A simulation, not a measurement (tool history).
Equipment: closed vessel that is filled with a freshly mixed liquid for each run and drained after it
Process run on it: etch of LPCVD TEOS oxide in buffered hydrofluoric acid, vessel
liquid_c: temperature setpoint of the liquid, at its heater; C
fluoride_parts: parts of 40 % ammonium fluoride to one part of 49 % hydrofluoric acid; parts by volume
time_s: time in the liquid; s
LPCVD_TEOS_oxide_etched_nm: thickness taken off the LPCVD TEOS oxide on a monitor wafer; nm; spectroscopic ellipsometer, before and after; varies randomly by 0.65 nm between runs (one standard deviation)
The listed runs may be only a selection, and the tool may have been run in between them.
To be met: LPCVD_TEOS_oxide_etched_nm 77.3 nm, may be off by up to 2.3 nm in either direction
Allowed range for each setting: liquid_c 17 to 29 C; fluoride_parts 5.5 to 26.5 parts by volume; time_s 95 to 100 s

Run 1, day 0: liquid_c 21 C, fluoride_parts 16 parts by volume, time_s 95 s. Result: LPCVD_TEOS_oxide_etched_nm 125.38 nm.
Run 2, day 0.042: liquid_c 21 C, fluoride_parts 13.5 parts by volume, time_s 95 s. Result: LPCVD_TEOS_oxide_etched_nm 149.19 nm.
Run 3, day 0.4: liquid_c 24 C, fluoride_parts 13.5 parts by volume, time_s 95 s. Result: LPCVD_TEOS_oxide_etched_nm 173.61 nm.
Run 4, day 0.538: liquid_c 22 C, fluoride_parts 15.5 parts by volume, time_s 95 s. Result: LPCVD_TEOS_oxide_etched_nm 136.36 nm.
Run 5, day 0.662: liquid_c 20.5 C, fluoride_parts 17 parts by volume, time_s 95 s. Result: LPCVD_TEOS_oxide_etched_nm 115.17 nm.
Run 6, day 1.021: liquid_c 20.5 C, fluoride_parts 17 parts by volume, time_s 95 s. Result: LPCVD_TEOS_oxide_etched_nm 114.72 nm.
Run 7, day 1.162: liquid_c 19.5 C, fluoride_parts 18 parts by volume, time_s 95 s. Result: LPCVD_TEOS_oxide_etched_nm 103.98 nm.
Run 8, day 1.338: liquid_c 19 C, fluoride_parts 19 parts by volume, time_s 95 s. Result: LPCVD_TEOS_oxide_etched_nm 95.688 nm.
Run 9, day 1.604: liquid_c 18.5 C, fluoride_parts 19.5 parts by volume, time_s 95 s. Result: LPCVD_TEOS_oxide_etched_nm 89.575 nm.
Run 10, day 1.704: liquid_c 18 C, fluoride_parts 20 parts by volume, time_s 95 s. Result: LPCVD_TEOS_oxide_etched_nm 85.269 nm.
Run 11, day 2.025: liquid_c 17.5 C, fluoride_parts 20 parts by volume, time_s 95 s. Result: LPCVD_TEOS_oxide_etched_nm 81.814 nm.

Pick the move, out of 4, that brings all results within their allowed miss; only one does.
Run A, day 2.346: liquid_c 17.5 C, fluoride_parts 19 parts by volume, time_s 100 s. Result: LPCVD_TEOS_oxide_etched_nm ?.
Run B, day 2.346: liquid_c 17 C, fluoride_parts 19.5 parts by volume, time_s 100 s. Result: LPCVD_TEOS_oxide_etched_nm ?.
Run C, day 2.346: liquid_c 17 C, fluoride_parts 21.5 parts by volume, time_s 95 s. Result: LPCVD_TEOS_oxide_etched_nm ?.
Run D, day 2.346: liquid_c 18.5 C, fluoride_parts 20.5 parts by volume, time_s 95 s. Result: LPCVD_TEOS_oxide_etched_nm ?.

move  LPCVD_TEOS_oxide_etched_nm
   A                      91.828
   B                      86.977
   C                      76.657
   D                      86.293
A: the biggest miss grows against the last run
B: the biggest miss grows against the last run
C: hits every target within its allowed miss
D: the biggest miss grows against the last run
Answer: C
